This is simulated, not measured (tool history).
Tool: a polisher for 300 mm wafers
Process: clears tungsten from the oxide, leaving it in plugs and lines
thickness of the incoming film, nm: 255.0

run,day,flow of slurry (ml/min),pressure of the wafer on the pad (kPa),speed of the pad under the wafer (m/s),abrasive content of the slurry,overpolish time after the end point (s),time until the end point was called (s)
1,0.000,265,17.9,1.04,1.0,8,66.216
2,0.233,265,17.9,1.04,1.0,8,64.534
3,0.462,235,17.9,1.04,1.0,8,68.774
4,0.821,205,17.9,1.04,1.0,8,69.758
5,1.104,205,17.2,1.04,1.0,8,69.028
6,1.208,205,15.9,1.02,1.0,8,78.001

Forecast run 7:
7,1.312,205,15.2,1.02,1.0,8,?

Run 7 gave time until the end point was called (s) 78.857.

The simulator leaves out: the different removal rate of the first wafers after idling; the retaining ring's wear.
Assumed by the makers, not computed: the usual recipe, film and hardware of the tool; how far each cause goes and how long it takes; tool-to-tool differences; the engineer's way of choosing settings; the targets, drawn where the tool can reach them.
